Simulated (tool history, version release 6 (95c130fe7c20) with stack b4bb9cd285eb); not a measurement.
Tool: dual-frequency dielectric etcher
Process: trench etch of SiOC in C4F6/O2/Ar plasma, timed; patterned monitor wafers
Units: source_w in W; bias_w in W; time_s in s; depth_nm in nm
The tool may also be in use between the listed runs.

run,hour,source_w,bias_w,time_s,depth_nm
1,0.0,360,225,25.0,57.488
2,3.1,400,225,25.0,60.109
3,3.7,370,223,25.0,57.538
4,8.8,370,200,25.0,55.807
5,13.5,320,200,25.0,52.168
6,14.9,320,218,25.0,53.791

Run 7 comes next. What will it give?
7,21.1,310,217,25.0,?

{"run 7": {"depth_nm": 52.643}}

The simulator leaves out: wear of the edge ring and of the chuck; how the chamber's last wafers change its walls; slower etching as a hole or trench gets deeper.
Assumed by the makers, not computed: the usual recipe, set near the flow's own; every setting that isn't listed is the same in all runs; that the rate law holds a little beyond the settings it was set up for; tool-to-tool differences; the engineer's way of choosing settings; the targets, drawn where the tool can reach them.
